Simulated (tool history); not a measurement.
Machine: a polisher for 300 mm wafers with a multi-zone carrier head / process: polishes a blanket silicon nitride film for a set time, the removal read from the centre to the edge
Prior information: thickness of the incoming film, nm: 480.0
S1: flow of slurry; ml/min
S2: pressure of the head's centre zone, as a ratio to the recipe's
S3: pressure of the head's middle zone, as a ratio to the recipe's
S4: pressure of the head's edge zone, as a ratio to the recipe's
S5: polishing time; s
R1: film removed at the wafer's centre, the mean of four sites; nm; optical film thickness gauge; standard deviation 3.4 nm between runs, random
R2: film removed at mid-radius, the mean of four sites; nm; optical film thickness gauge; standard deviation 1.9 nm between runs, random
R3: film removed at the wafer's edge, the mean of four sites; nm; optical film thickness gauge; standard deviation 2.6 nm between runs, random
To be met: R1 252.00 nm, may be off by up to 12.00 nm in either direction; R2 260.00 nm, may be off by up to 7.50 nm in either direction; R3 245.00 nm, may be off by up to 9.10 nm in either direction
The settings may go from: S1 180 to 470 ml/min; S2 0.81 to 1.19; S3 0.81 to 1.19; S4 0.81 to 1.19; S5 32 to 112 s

Run 1, day 0.000: S1 300 ml/min, S2 1.00, S3 1.00, S4 1.00, S5 72 s. Result: R1 178.47 nm, R2 182.45 nm, R3 182.79 nm.
Run 2, day 0.162: S1 300 ml/min, S2 0.95, S3 1.00, S4 1.00, S5 72 s. Result: R1 171.26 nm, R2 180.83 nm, R3 178.17 nm.
Run 3, day 0.517: S1 305 ml/min, S2 0.99, S3 1.03, S4 1.02, S5 75 s. Result: R1 188.10 nm, R2 193.64 nm, R3 190.27 nm.
Run 4, day 0.738: S1 305 ml/min, S2 1.00, S3 1.05, S4 1.04, S5 78 s. Result: R1 194.10 nm, R2 205.74 nm, R3 199.17 nm.
Run 5, day 0.771: S1 310 ml/min, S2 1.02, S3 1.07, S4 1.06, S5 80 s. Result: R1 201.49 nm, R2 215.71 nm, R3 211.06 nm.
Run 6, day 0.812: S1 315 ml/min, S2 1.05, S3 1.09, S4 1.06, S5 81 s. Result: R1 209.23 nm, R2 218.70 nm, R3 213.17 nm.
Run 7, day 1.133: S1 320 ml/min, S2 1.07, S3 1.11, S4 1.06, S5 83 s. Result: R1 230.82 nm, R2 228.54 nm, R3 210.88 nm.
Run 8, day 1.371: S1 325 ml/min, S2 1.08, S3 1.12, S4 1.08, S5 84 s. Result: R1 226.47 nm, R2 235.61 nm, R3 218.61 nm.
Run 9, day 1.504: S1 325 ml/min, S2 1.09, S3 1.12, S4 1.09, S5 85 s. Result: R1 231.70 nm, R2 238.96 nm, R3 221.77 nm.
Run 10, day 1.629: S1 325 ml/min, S2 1.10, S3 1.12, S4 1.10, S5 86 s. Result: R1 239.04 nm, R2 242.92 nm, R3 222.99 nm.
Run 11, day 1.996: S1 325 ml/min, S2 1.10, S3 1.12, S4 1.11, S5 87 s. Result: R1 238.50 nm, R2 244.76 nm, R3 229.92 nm.
Run 12, day 2.133: S1 330 ml/min, S2 1.10, S3 1.12, S4 1.12, S5 88 s. Result: R1 243.86 nm, R2 248.67 nm, R3 235.35 nm.
Run 13, day 2.283: S1 335 ml/min, S2 1.10, S3 1.12, S4 1.13, S5 88 s. Result: R1 245.27 nm, R2 249.68 nm, R3 233.32 nm.
Run 14, day 2.588: S1 335 ml/min, S2 1.10, S3 1.12, S4 1.14, S5 89 s. Result: R1 251.89 nm, R2 251.46 nm, R3 239.01 nm.

Which one of the following 4 next-run settings gets every result inside its allowed miss? There is exactly one.
Run A, day 2.892: S1 300 ml/min, S2 1.13, S3 1.14, S4 1.12, S5 86 s. Result: R1 ?, R2 ?, R3 ?.
Run B, day 2.892: S1 355 ml/min, S2 1.07, S3 1.08, S4 1.09, S5 89 s. Result: R1 ?, R2 ?, R3 ?.
Run C, day 2.892: S1 375 ml/min, S2 1.16, S3 1.19, S4 1.07, S5 86 s. Result: R1 ?, R2 ?, R3 ?.
Run D, day 2.892: S1 235 ml/min, S2 1.08, S3 1.12, S4 1.08, S5 95 s. Result: R1 ?, R2 ?, R3 ?.

move      R1      R2      R3
   A  238.36  243.49  224.70
   B  237.50  244.49  233.10
   C  250.39  257.85  224.11
   D  243.58  257.45  239.57
A: lands further from the targets than the last run did
B: lands further from the targets than the last run did
C: the worst result of the last run now meets its target, but another is out of spec
D: meets every target
The move that meets every target is D.
